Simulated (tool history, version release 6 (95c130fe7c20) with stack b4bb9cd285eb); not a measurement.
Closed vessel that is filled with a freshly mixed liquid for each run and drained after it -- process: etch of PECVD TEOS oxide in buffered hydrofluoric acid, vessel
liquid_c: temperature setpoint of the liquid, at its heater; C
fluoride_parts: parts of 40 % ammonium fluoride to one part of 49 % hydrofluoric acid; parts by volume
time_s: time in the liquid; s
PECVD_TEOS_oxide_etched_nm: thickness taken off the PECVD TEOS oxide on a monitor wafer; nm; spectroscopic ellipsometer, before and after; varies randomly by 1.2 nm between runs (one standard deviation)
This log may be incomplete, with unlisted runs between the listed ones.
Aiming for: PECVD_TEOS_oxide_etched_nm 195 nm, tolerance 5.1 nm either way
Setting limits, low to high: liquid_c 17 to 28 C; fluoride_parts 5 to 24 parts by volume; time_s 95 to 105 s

run	hour	liquid_c	fluoride_parts	time_s	PECVD_TEOS_oxide_etched_nm
1	0	20	14.5	95	126.52
2	1.4	20	14.5	95	127.3
3	8.3	20	18.5	95	99.731
4	12.7	20	21.5	95	88.45
5	19.4	20	21.5	95	87.293
6	28.1	21.5	20.5	95	97.979
7	28.8	22.5	19	95	111.86
8	35.5	23.5	18	95	122.19
9	36.6	24	17	95	135.61
10	39.4	24.5	16.5	95	141.11
11	42.7	24.5	16.5	95	142.67
12	44.2	25	16	95	151.81
13	50.4	25.5	15.5	95	160.65

Below are 5 possible settings for the next run. Only one of them brings all results inside the allowed miss of their targets. Which is it?
A	56.6	25.5	15.5	100	?
B	56.6	27	16	100	?
C	56.6	25.5	15.5	105	?
D	56.6	26	14.5	105	?
E	56.6	26	17	95	?

move	PECVD_TEOS_oxide_etched_nm
A	170.35
B	179.01
C	178.87
D	196.2
E	151.83
A: an improvement on the last run, though not all results are within tolerance
B: an improvement on the last run, though not all results are within tolerance
C: an improvement on the last run, though not all results are within tolerance
D: meets every target
E: the biggest miss grows against the last run
Move D is the one to make.
